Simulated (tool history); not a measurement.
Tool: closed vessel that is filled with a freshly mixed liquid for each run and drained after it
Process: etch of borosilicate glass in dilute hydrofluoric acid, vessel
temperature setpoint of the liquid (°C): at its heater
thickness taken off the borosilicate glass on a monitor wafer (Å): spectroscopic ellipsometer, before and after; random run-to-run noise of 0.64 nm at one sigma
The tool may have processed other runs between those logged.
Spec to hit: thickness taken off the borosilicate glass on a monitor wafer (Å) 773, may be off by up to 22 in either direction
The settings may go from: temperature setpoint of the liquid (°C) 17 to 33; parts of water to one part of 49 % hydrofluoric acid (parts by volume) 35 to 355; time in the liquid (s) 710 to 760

| run | hour | temperature setpoint of the liquid (°C) | parts of water to one part of 49 % hydrofluoric acid (parts by volume) | time in the liquid (s) | thickness taken off the borosilicate glass on a monitor wafer (Å) |
|---|---|---|---|---|---|
| 1 | 0 | 25 | 195 | 710 | 951.65 |
| 2 | 3.2 | 24.5 | 195 | 710 | 934.51 |
| 3 | 12.6 | 24 | 195 | 710 | 901.88 |
| 4 | 18 | 23.5 | 195 | 710 | 894.52 |
| 5 | 20.9 | 23 | 195 | 710 | 886.18 |
| 6 | 27.2 | 22.5 | 195 | 710 | 849.59 |
| 7 | 33.3 | 21.5 | 195 | 710 | 834.34 |
| 8 | 34.6 | 20.5 | 195 | 710 | 803.08 |

Which of these 4 next moves meets every target?
| A | 35.9 | 17 | 190 | 715 | ? |
| B | 35.9 | 21.5 | 215 | 710 | ? |
| C | 35.9 | 17 | 190 | 710 | ? |
| D | 35.9 | 20.5 | 205 | 730 | ? |

| move | thickness taken off the borosilicate glass on a monitor wafer (Å) |
|---|---|
| A | 718.9 |
| B | 733.6 |
| C | 713.87 |
| D | 769.2 |
A: pushes the last run's worst result past its target
B: pushes the last run's worst result past its target
C: pushes the last run's worst result past its target
D: every result lands within tolerance
The move that meets every target is D.
